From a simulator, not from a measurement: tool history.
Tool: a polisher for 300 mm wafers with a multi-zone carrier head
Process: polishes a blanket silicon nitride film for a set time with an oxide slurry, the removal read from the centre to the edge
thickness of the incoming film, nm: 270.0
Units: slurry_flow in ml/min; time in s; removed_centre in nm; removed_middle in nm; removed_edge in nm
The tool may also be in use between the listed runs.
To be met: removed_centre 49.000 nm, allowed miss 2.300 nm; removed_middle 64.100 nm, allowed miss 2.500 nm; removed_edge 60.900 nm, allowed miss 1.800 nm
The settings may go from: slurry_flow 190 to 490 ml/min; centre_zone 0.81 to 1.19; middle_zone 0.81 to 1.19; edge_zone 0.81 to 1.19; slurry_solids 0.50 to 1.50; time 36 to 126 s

run,hour,slurry_flow,centre_zone,middle_zone,edge_zone,slurry_solids,time,removed_centre,removed_middle,removed_edge
1,0.0,315,1.00,1.00,1.00,1.00,81,37.507,38.168,38.024
2,7.3,315,1.04,1.00,1.00,1.00,81,38.532,38.035,37.859
3,12.6,285,1.04,1.00,1.00,1.00,81,37.754,38.385,37.814
4,16.9,285,1.04,1.00,1.00,1.00,61,28.327,29.133,28.511
5,23.6,245,1.04,1.00,1.00,1.00,61,27.931,28.065,27.979
6,32.3,285,0.99,1.05,1.06,1.15,71,33.162,37.293,36.148
7,41.1,300,0.97,1.08,1.10,1.25,78,37.645,43.904,41.300
8,42.9,300,0.93,1.08,1.13,1.35,85,40.452,47.515,48.440
9,46.9,300,0.92,1.11,1.14,1.40,89,43.536,52.436,50.261
10,51.3,315,0.82,1.10,1.19,1.50,105,46.639,63.932,63.128
11,59.4,315,0.84,1.10,1.17,1.50,105,47.906,63.661,62.394

Which of these 4 next moves meets every target?
A,67.5,290,0.82,1.05,1.19,1.25,118,?,?,?
B,67.5,285,0.88,1.12,1.13,1.45,107,?,?,?
C,67.5,360,0.84,1.04,1.19,1.50,107,?,?,?
D,67.5,305,0.85,1.03,1.19,1.45,108,?,?,?

move,removed_centre,removed_middle,removed_edge
A,48.066,65.387,66.610
B,49.572,66.324,62.231
C,49.126,64.552,65.978
D,48.684,62.797,64.968
A: further off than the last run
B: meets every target
C: further off than the last run
D: further off than the last run
The right move is B.
